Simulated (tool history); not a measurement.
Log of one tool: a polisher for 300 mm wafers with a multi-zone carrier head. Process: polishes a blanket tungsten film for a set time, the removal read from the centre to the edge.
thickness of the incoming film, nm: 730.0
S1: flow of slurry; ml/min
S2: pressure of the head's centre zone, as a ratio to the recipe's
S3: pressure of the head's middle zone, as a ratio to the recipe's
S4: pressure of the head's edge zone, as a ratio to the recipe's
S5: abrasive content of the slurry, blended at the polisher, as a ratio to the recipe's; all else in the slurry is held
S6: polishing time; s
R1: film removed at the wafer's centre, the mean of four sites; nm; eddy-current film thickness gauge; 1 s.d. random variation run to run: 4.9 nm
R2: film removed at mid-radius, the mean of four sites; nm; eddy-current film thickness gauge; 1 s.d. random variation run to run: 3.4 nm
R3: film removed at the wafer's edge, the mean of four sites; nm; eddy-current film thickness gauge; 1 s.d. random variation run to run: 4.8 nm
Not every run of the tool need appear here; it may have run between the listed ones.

| run | day | S1 | S2 | S3 | S4 | S5 | S6 | R1 | R2 | R3 |
|---|---|---|---|---|---|---|---|---|---|---|
| 1 | 0.000 | 265 | 1.00 | 1.00 | 1.00 | 1.00 | 37 | 264.98 | 264.70 | 263.37 |
| 2 | 0.250 | 270 | 1.03 | 0.99 | 1.01 | 1.05 | 37 | 270.42 | 260.38 | 261.70 |
| 3 | 0.342 | 270 | 1.06 | 0.97 | 1.02 | 1.10 | 38 | 302.91 | 268.92 | 276.24 |
| 4 | 0.429 | 270 | 1.06 | 0.97 | 1.02 | 1.10 | 30 | 235.29 | 213.33 | 219.77 |
| 5 | 0.792 | 270 | 1.07 | 0.96 | 1.04 | 1.15 | 32 | 251.83 | 223.40 | 235.27 |
| 6 | 1.162 | 270 | 1.09 | 0.96 | 1.05 | 1.20 | 34 | 280.79 | 244.68 | 260.34 |
| 7 | 1.412 | 275 | 1.11 | 0.96 | 1.05 | 1.25 | 35 | 289.40 | 253.58 | 263.21 |

Forecast run 8:
| 8 | 1.688 | 275 | 1.12 | 0.95 | 1.05 | 1.25 | 36 | ? | ? | ? |

{"run 8": {"R1": 304.27, "R2": 262.31, "R3": 273.78}}

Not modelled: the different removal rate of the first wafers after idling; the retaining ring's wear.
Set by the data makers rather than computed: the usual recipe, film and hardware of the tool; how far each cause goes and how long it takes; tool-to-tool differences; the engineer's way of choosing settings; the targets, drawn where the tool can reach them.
